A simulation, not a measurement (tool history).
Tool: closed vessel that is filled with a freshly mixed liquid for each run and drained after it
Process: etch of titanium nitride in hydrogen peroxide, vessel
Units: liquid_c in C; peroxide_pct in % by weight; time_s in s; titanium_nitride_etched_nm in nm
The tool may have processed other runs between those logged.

run,hour,liquid_c,peroxide_pct,time_s,titanium_nitride_etched_nm
1,0.0,57.0,23,90,6.3713
2,4.9,55.5,23,90,5.7459
3,13.4,54.5,23,90,5.3600
4,15.2,54.5,23,90,5.3174
5,18.0,53.5,23,90,4.9806
6,26.9,47.5,23,90,3.2469
7,32.3,47.5,23,90,3.2775
8,37.4,48.0,23,90,3.3946

Forecast run 9:
9,46.0,49.0,23,90,?

Logged for run 9: titanium_nitride_etched_nm 3.6075 nm.
